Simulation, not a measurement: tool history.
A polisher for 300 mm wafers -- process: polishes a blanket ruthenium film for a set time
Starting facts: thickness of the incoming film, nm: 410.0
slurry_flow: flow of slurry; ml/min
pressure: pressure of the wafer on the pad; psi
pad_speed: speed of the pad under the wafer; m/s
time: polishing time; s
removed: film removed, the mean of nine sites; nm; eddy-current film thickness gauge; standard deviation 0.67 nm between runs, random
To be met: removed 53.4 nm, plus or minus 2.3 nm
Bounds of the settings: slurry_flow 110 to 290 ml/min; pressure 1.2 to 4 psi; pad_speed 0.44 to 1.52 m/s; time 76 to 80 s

run  hour  slurry_flow  pressure  pad_speed  time  removed
  1     0          185       2.6       0.98    76   104.19
  2   4.8          210       2.6       0.98    76   108.53
  3   8.5          210       3.1       0.98    76   122.61
  4    11          210       3.1        1.2    76   147.76
  5  14.7          210       3.1        1.2    76   151.01
  6  18.9          210       3.1       1.02    76   130.13
  7  26.6          205       2.7       0.96    76   107.57
  8  32.3          200       2.4        0.9    76   90.193
  9  37.5          200       2.1       0.88    76   79.522

Below are 4 possible settings for the next run. Only one of them brings all results inside the allowed miss of their targets. Which is it?
  A  42.7          265       2.9       0.94    80        ?
  B  42.7          215       2.8       0.92    80        ?
  C  42.7          220       1.7       0.68    76        ?
  D  42.7          145       1.3        0.7    76        ?

move  removed
   A   122.02
   B   113.23
   C   54.298
   D   42.928
A: further off than the last run
B: further off than the last run
C: in spec on every target
D: takes the biggest miss from the last run beyond its target
C is the move that brings every result within its allowed miss.
